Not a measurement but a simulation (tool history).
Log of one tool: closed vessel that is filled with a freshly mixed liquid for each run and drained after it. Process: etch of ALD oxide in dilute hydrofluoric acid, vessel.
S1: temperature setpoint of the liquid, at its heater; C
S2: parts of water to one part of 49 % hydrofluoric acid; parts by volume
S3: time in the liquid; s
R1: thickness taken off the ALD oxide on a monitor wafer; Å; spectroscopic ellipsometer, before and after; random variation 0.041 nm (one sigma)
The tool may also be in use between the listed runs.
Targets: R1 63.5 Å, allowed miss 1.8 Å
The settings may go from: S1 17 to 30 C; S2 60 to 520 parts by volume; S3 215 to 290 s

run	hour	S1	S2	S3	R1
1	0	22	290	290	114.75
2	7.3	22	250	290	137.24
3	12.4	21.5	265	290	127.37
4	15.4	21.5	265	215	92.491
5	19.1	21	265	215	91.779
6	22.6	19	265	215	85.838
7	28.7	19	270	215	83.323
8	34	19	275	215	80.96
9	36.7	19	275	215	81.71
10	45.4	19	280	215	79.325
11	53.8	18	295	215	71.717
12	60.9	17.5	305	215	67.7
13	69.3	17.5	305	215	67.536

5 next moves are on the table. One of them brings every result within its allowed miss. Which?
A	77.7	17	335	245	?
B	77.7	18.5	345	245	?
C	77.7	17.5	340	270	?
D	77.7	17	370	265	?
E	77.7	17.5	420	280	?

move	R1
A	66.77
B	67.952
C	73.557
D	63.578
E	57.945
A: nearer than the last run, and not there yet
B: further off than the last run
C: further off than the last run
D: meets every target
E: takes the result that was furthest off past its target
Move D is the one to make.
